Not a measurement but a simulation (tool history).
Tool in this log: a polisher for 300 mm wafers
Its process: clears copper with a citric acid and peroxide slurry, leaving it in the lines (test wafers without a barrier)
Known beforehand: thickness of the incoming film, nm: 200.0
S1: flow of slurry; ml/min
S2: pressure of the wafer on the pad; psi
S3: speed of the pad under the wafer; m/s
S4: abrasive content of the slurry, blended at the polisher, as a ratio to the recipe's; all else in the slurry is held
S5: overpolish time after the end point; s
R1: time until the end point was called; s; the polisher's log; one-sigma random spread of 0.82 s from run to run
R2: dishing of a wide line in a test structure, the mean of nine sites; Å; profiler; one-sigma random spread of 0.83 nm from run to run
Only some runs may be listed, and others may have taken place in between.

run  hour   S1   S2    S3   S4  S5      R1      R2
  1   0.0  165  3.5  1.02  1.0  15  82.396  244.54
  2   8.9  125  3.5  1.02  1.0  15  83.001  225.09
  3  14.0  130  3.7  1.02  1.0  15  79.766  247.49
  4  18.8  130  3.9  1.02  1.0  15  76.988  252.97
  5  20.5  130  4.4  1.02  1.0  15  69.347  286.83
  6  22.9  130  4.5  1.02  1.0  15  69.258  285.06
  7  29.2  130  4.6  1.04  1.0  15  66.314  300.32
  8  32.5  130  4.7  1.04  1.0  15  63.071  299.49
  9  37.3  130  4.8  1.04  1.0  15  63.707  316.33
 10  42.9  130  4.9  1.04  1.0  15  61.777  319.26
 11  50.2  130  5.0  1.04  1.0  15  59.563  330.63

Forecast run 12:
 12  52.5  135  5.4  1.04  1.0  18   ?   ?

Run 12 produced R1 55.450 s, R2 398.40 Å.
